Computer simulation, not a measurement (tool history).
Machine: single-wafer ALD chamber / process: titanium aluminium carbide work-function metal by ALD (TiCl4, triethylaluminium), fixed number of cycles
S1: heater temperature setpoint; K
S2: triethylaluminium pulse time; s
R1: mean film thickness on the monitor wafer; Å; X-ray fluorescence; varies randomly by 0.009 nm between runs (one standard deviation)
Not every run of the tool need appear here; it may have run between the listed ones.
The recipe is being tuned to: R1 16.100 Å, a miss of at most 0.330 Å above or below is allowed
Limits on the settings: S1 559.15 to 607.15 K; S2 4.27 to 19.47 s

Run 1, day 0.000: S1 583.15 K, S2 11.87 s. Result: R1 20.022 Å.
Run 2, day 0.162: S1 588.15 K, S2 11.87 s. Result: R1 20.218 Å.
Run 3, day 0.462: S1 579.15 K, S2 9.56 s. Result: R1 19.186 Å.
Run 4, day 0.708: S1 573.15 K, S2 7.95 s. Result: R1 17.800 Å.
Run 5, day 0.738: S1 569.15 K, S2 7.42 s. Result: R1 17.320 Å.
Run 6, day 0.767: S1 569.15 K, S2 4.85 s. Result: R1 13.981 Å.
Run 7, day 0.925: S1 568.15 K, S2 5.45 s. Result: R1 14.916 Å.
Run 8, day 1.075: S1 568.15 K, S2 5.84 s. Result: R1 15.648 Å.
Run 9, day 1.446: S1 573.15 K, S2 6.45 s. Result: R1 16.669 Å.
Run 10, day 1.525: S1 572.15 K, S2 6.40 s. Result: R1 16.589 Å.

Next run, 5 choices. One meets every target within its allowed miss, the rest don't. Which?
Run A, day 1.604: S1 576.15 K, S2 6.49 s. Result: R1 ?.
Run B, day 1.604: S1 563.15 K, S2 7.73 s. Result: R1 ?.
Run C, day 1.604: S1 577.15 K, S2 6.25 s. Result: R1 ?.
Run D, day 1.604: S1 576.15 K, S2 5.77 s. Result: R1 ?.
Run E, day 1.604: S1 559.15 K, S2 8.05 s. Result: R1 ?.

move      R1
   A  16.898
   B  16.969
   C  16.696
   D  15.995
   E  16.852
A: misses by more than the last run did
B: misses by more than the last run did
C: misses by more than the last run did
D: every result within its allowed miss
E: misses by more than the last run did
Answer: D
